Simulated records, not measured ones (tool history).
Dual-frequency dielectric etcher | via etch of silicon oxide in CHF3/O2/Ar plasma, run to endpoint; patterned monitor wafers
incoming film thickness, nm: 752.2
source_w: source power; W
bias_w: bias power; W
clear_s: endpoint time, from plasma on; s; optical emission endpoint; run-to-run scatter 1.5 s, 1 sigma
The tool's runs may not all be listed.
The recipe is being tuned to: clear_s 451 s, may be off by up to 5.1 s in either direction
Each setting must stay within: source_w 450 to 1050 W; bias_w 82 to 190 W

run	hour	source_w	bias_w	clear_s
1	0	750	136	391.32
2	3.2	720	136	393.51
3	11.2	690	134	400.56
4	12.4	660	132	409.18
5	17.5	750	132	392.87
6	25.3	720	131	400.5
7	34.3	690	130	406.65
8	38	540	127	435.86

Which single option among these 4 for the next run brings every result within its allowed miss of target? Just one does.
A	41.7	460	122	?
B	41.7	630	123	?
C	41.7	460	120	?
D	41.7	530	114	?

move	clear_s
A	462.29
B	422.29
C	464.27
D	452.44
A: the result that was furthest off in the last run now lies on the other side of its target
B: lands further from the targets than the last run did
C: the result that was furthest off in the last run now lies on the other side of its target
D: in spec on every target
Go with D: it meets all targets.

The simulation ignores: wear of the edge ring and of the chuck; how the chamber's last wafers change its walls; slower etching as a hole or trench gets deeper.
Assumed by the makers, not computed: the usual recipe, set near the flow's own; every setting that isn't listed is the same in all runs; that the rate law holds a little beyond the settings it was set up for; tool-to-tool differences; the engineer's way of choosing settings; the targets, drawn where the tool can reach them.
